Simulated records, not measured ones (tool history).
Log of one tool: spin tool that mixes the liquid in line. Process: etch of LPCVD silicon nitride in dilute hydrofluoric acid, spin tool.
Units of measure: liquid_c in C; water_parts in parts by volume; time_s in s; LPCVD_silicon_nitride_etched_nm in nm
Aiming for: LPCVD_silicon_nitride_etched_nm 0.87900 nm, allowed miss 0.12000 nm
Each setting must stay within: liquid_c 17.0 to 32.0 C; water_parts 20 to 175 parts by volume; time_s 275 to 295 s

| run | hour | liquid_c | water_parts | time_s | LPCVD_silicon_nitride_etched_nm |
|---|---|---|---|---|---|
| 1 | 0.0 | 24.0 | 95 | 275 | 1.40750 |
| 2 | 3.4 | 23.0 | 100 | 275 | 1.24900 |
| 3 | 9.4 | 20.5 | 100 | 275 | 1.08040 |
| 4 | 14.9 | 22.5 | 100 | 275 | 1.16010 |
| 5 | 19.5 | 25.0 | 100 | 275 | 1.40860 |
| 6 | 28.3 | 25.0 | 100 | 275 | 1.42580 |
| 7 | 30.9 | 24.0 | 105 | 275 | 1.39750 |
| 8 | 32.2 | 23.0 | 105 | 275 | 1.24650 |
| 9 | 40.0 | 22.5 | 110 | 275 | 1.04020 |
| 10 | 47.3 | 22.0 | 110 | 275 | 1.03810 |

Exercise: of the 5 proposed moves below, exactly one satisfies all targets within the stated allowed misses. Which move is it?
| A | 54.6 | 23.5 | 105 | 290 | ? |
| B | 54.6 | 22.0 | 105 | 295 | ? |
| C | 54.6 | 20.5 | 90 | 295 | ? |
| D | 54.6 | 19.5 | 95 | 295 | ? |
| E | 54.6 | 21.0 | 120 | 275 | ? |

| move | LPCVD_silicon_nitride_etched_nm |
|---|---|
| A | 1.22480 |
| B | 1.12770 |
| C | 1.18530 |
| D | 1.05010 |
| E | 0.86261 |
A: the biggest miss grows against the last run
B: the biggest miss grows against the last run
C: the biggest miss grows against the last run
D: the biggest miss grows against the last run
E: meets every target
The move that meets every target is E.

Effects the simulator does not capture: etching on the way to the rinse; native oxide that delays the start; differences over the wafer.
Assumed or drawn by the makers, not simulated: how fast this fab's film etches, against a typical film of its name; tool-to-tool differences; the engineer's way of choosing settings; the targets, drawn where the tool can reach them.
